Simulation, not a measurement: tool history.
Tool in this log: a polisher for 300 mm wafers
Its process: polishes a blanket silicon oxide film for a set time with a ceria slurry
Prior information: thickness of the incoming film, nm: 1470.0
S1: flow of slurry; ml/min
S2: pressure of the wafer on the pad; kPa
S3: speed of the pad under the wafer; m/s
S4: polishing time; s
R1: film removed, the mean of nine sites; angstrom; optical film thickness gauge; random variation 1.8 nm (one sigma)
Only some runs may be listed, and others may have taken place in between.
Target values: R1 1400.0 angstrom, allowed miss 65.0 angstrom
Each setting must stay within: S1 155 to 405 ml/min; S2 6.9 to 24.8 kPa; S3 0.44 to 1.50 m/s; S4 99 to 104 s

run 1 day=0.000 | S1=260 S2=15.9 S3=0.96 S4=99 | R1=2726.1
run 2 day=0.208 | S1=260 S2=15.9 S3=0.78 S4=99 | R1=2155.5
run 3 day=0.312 | S1=260 S2=15.2 S3=0.78 S4=99 | R1=2069.9
run 4 day=0.408 | S1=260 S2=15.2 S3=0.78 S4=104 | R1=2283.5
-- day=0.550 worn pad replaced by a new one
run 5 day=0.550 | S1=290 S2=15.2 S3=0.78 S4=104 | R1=2387.8
run 6 day=0.796 | S1=290 S2=17.9 S3=0.78 S4=104 | R1=2801.9
run 7 day=0.833 | S1=280 S2=16.5 S3=0.78 S4=104 | R1=2602.4
run 8 day=1.088 | S1=270 S2=15.9 S3=0.78 S4=104 | R1=2447.7
run 9 day=1.279 | S1=265 S2=14.5 S3=0.78 S4=104 | R1=2336.8
run 10 day=1.525 | S1=260 S2=13.1 S3=0.76 S4=104 | R1=2059.1
run 11 day=1.854 | S1=255 S2=12.4 S3=0.76 S4=104 | R1=1941.0
run 12 day=1.912 | S1=250 S2=11.7 S3=0.76 S4=104 | R1=1828.0
run 13 day=1.971 | S1=250 S2=11.7 S3=0.76 S4=104 | R1=1826.4
run 14 day=2.304 | S1=245 S2=11.0 S3=0.76 S4=104 | R1=1735.9

Of the 4 settings listed for the next run, only one would bring every result within its allowed miss of target. Which one?
run A day=2.638 | S1=205 S2=8.3 S3=0.74 S4=99 | R1=?
run B day=2.638 | S1=240 S2=9.7 S3=0.78 S4=104 | R1=?
run C day=2.638 | S1=225 S2=9.0 S3=0.86 S4=104 | R1=?
run D day=2.638 | S1=180 S2=10.3 S3=0.72 S4=99 | R1=?

move=A R1=1197.4
move=B R1=1550.7
move=C R1=1580.2
move=D R1=1424.1
A: carries the result that was furthest off beyond its target, to the other side
B: nearer the targets than the last run, but a result is still out of spec
C: nearer the targets than the last run, but a result is still out of spec
D: all results land within tolerance of their targets
Go with D: it meets all targets.
